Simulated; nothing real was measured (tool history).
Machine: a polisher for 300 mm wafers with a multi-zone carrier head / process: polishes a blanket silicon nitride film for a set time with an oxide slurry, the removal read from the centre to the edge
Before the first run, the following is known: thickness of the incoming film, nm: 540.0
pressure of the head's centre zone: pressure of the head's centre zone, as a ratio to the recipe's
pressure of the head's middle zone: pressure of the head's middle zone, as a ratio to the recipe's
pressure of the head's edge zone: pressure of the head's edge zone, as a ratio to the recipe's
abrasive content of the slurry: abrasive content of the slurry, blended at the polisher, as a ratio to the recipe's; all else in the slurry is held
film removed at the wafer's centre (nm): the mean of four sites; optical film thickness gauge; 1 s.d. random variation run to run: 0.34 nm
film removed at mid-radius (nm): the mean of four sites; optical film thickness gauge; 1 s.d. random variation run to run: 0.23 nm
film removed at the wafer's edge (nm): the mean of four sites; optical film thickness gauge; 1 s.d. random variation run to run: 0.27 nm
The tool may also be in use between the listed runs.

run	hour	flow of slurry (ml/min)	pressure of the head's centre zone	pressure of the head's middle zone	pressure of the head's edge zone	abrasive content of the slurry	polishing time (s)	film removed at the wafer's centre (nm)	film removed at mid-radius (nm)	film removed at the wafer's edge (nm)
1	0.0	150	1.00	1.00	1.00	1.00	36	35.716	33.471	35.245
2	8.1	150	0.99	1.01	0.98	0.95	36	32.871	32.598	33.394
3	13.7	150	0.94	1.01	0.98	0.95	36	31.364	32.014	33.193
4	17.9	150	0.94	0.95	0.98	0.95	36	30.927	31.447	32.888
5	19.4	150	0.94	0.95	0.96	0.90	36	30.059	29.689	31.385
6	25.8	150	0.93	0.96	0.94	0.90	36	30.219	29.949	31.105
7	31.8	150	0.92	0.97	0.93	0.90	36	28.943	30.340	31.057
8	40.6	150	0.92	0.98	0.92	0.85	36	28.739	29.506	29.635
9	42.6	145	0.91	0.98	0.91	0.85	36	27.839	28.494	29.965
10	49.6	150	0.90	0.98	0.90	0.85	36	27.116	29.177	29.889
11	55.8	155	0.90	0.99	0.89	0.80	36	25.761	27.702	28.179
12	64.7	160	0.91	1.00	0.88	0.80	36	26.577	28.405	28.043
13	65.4	165	0.91	1.00	0.87	0.80	36	26.243	28.345	27.609

Estimate the outcome of run 14 from the log above:
14	72.5	165	0.91	1.00	0.86	0.80	36	?	?	?

{"run 14": {"film removed at the wafer's centre (nm)": 26.864, "film removed at mid-radius (nm)": 28.504, "film removed at the wafer's edge (nm)": 27.419}}
